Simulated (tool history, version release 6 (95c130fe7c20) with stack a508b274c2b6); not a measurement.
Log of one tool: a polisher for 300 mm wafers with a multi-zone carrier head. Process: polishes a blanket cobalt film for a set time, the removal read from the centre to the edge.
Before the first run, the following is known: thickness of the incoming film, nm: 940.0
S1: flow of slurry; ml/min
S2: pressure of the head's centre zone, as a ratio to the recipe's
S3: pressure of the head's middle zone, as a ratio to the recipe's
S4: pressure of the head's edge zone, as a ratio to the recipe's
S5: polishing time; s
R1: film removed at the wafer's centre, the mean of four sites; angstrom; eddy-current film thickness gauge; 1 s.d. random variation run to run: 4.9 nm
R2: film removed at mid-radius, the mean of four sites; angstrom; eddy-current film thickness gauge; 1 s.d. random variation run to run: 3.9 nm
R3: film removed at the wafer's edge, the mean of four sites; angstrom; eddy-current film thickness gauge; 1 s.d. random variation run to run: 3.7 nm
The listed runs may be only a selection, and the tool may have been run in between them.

run  hour   S1    S2    S3    S4  S5      R1      R2      R3
  1     0  185     1     1     1  66  3669.8  3563.4  3585.5
  2     2  185     1     1     1  81  4422.7  4448.3  4399.7
  3   6.9  195  1.02  1.01  0.97  81  4516.4  4404.4  4396.4
  4  14.3  195   1.1  1.01  0.97  81  5021.8  4436.3    4322
  5  18.7  195  1.05  1.01  0.97  81  4750.7  4401.8  4338.9
  6  25.9  195  1.05  1.01  1.02  81  4718.1  4493.4  4428.1
  7  30.2  195  1.07  1.04     1  80  4723.5  4485.8  4369.9

The next listed run, before its measurement:
  8  32.9  195  1.09  1.07  0.96  80   ?   ?   ?

{"run 8": {"R1": 4795.9, "R2": 4580, "R3": 4281.5}}

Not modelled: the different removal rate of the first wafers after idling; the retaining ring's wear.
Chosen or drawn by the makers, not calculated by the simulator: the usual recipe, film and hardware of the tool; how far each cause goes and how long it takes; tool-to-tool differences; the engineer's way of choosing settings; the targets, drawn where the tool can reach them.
